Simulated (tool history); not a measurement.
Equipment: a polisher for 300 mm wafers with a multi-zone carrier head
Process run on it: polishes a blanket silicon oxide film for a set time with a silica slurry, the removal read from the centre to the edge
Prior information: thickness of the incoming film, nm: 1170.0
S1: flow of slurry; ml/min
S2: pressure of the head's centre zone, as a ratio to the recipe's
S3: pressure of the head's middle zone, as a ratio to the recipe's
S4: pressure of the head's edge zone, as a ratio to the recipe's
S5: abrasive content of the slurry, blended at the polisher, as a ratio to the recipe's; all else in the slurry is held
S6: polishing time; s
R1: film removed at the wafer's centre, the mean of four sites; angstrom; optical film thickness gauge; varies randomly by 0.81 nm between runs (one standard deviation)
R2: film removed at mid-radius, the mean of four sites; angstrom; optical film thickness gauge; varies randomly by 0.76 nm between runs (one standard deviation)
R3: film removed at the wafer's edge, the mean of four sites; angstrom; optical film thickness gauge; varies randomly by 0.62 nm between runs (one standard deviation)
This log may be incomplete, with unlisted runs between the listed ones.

{"run": 1, "hour": 0.0, "S1": 165, "S2": 1, "S3": 1, "S4": 1, "S5": 1, "S6": 37, "R1": 1485.7, "R2": 1493.6, "R3": 1515.8}
{"run": 2, "hour": 6.0, "S1": 160, "S2": 0.99, "S3": 0.99, "S4": 0.97, "S5": 0.9, "S6": 35, "R1": 1335.6, "R2": 1315.9, "R3": 1348.4}
{"run": 3, "hour": 7.4, "S1": 160, "S2": 1.08, "S3": 0.99, "S4": 0.97, "S5": 0.9, "S6": 35, "R1": 1445.5, "R2": 1331.4, "R3": 1342.1}
{"run": 4, "hour": 12.8, "S1": 155, "S2": 1.05, "S3": 0.99, "S4": 0.95, "S5": 0.8, "S6": 34, "R1": 1298.6, "R2": 1203.5, "R3": 1226.5}
{"run": 5, "hour": 21.8, "S1": 155, "S2": 1.05, "S3": 0.99, "S4": 0.95, "S5": 0.8, "S6": 30, "R1": 1147.2, "R2": 1059.1, "R3": 1088}
{"run": 6, "hour": 25.9, "S1": 155, "S2": 1.05, "S3": 1.06, "S4": 0.95, "S5": 0.8, "S6": 30, "R1": 1152.6, "R2": 1145.1, "R3": 1097.3}
{"run": 7, "hour": 27.5, "S1": 150, "S2": 1.03, "S3": 1.05, "S4": 0.93, "S5": 0.75, "S6": 30, "R1": 1094.5, "R2": 1083.7, "R3": 1032}
{"run": 8, "hour": 35.5, "S1": 150, "S2": 1.03, "S3": 1.05, "S4": 0.93, "S5": 0.75, "S6": 30, "R1": 1064.2, "R2": 1083.5, "R3": 1040.7}
{"run": 9, "hour": 37.1, "S1": 145, "S2": 1.02, "S3": 1.03, "S4": 0.91, "S5": 0.75, "S6": 30, "R1": 1073.6, "R2": 1060.9, "R3": 1010.9}
{"run": 10, "hour": 39.1, "S1": 110, "S2": 0.92, "S3": 0.93, "S4": 0.89, "S5": 0.6, "S6": 30, "R1": 782.11, "R2": 811.09, "R3": 852.13}

Forecast run 11:
{"run": 11, "hour": 40.5, "S1": 125, "S2": 0.93, "S3": 0.93, "S4": 0.88, "S5": 0.6, "S6": 30, "R1": "?", "R2": "?", "R3": "?"}

Run 11 gave R1 826.68 angstrom, R2 823.84 angstrom, R3 890.56 angstrom.

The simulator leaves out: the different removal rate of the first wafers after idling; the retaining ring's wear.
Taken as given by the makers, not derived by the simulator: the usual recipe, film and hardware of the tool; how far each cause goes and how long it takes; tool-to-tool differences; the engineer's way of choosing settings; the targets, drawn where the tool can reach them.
